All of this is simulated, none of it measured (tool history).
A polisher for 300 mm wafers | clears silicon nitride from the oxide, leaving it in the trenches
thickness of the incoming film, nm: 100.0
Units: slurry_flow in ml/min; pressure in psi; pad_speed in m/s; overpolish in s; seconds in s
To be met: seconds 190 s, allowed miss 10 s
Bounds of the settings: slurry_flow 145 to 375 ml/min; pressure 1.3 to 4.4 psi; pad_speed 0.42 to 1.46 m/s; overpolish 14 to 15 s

run	hour	slurry_flow	pressure	pad_speed	overpolish	seconds
1	0	240	2.8	0.94	14	109.53
2	3.9	240	2.4	0.92	14	129.26
3	5.5	240	2.9	0.92	14	109.98
4	6.3	240	2.5	0.92	14	126.32
5	12.5	240	2.5	0.92	14	124.41
6	18	240	1.9	0.92	14	154.52
7	20.2	240	1.8	0.92	14	160.48
8	21.3	240	1.3	0.9	14	213.27
9	22.8	240	1.4	0.9	14	210.27

Which of these 4 next moves meets every target?
A	24.3	335	1.5	0.76	14	?
B	24.3	165	1.6	0.8	15	?
C	24.3	205	1.3	0.78	14	?
D	24.3	295	1.6	0.86	14	?

move	seconds
A	228.74
B	222.44
C	262.16
D	194.6
A: further off than the last run
B: further off than the last run
C: further off than the last run
D: meets every target
The right move is D.
